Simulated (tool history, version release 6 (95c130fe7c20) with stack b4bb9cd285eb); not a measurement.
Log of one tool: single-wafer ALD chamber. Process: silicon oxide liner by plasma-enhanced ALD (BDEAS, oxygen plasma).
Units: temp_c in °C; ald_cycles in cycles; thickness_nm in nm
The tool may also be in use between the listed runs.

{"run": 1, "hour": 0.0, "temp_c": 320, "ald_cycles": 35, "thickness_nm": 3.2468}
{"run": 2, "hour": 8.8, "temp_c": 322, "ald_cycles": 34, "thickness_nm": 3.1537}
{"run": 3, "hour": 9.9, "temp_c": 322, "ald_cycles": 30, "thickness_nm": 2.7763}
{"run": 4, "hour": 17.0, "temp_c": 323, "ald_cycles": 30, "thickness_nm": 2.7733}
{"run": 5, "hour": 23.5, "temp_c": 323, "ald_cycles": 35, "thickness_nm": 3.2252}
{"run": 6, "hour": 31.6, "temp_c": 330, "ald_cycles": 35, "thickness_nm": 3.2004}

Forecast run 7:
{"run": 7, "hour": 33.7, "temp_c": 331, "ald_cycles": 34, "thickness_nm": "?"}

{"run 7": {"thickness_nm": 3.1091}}
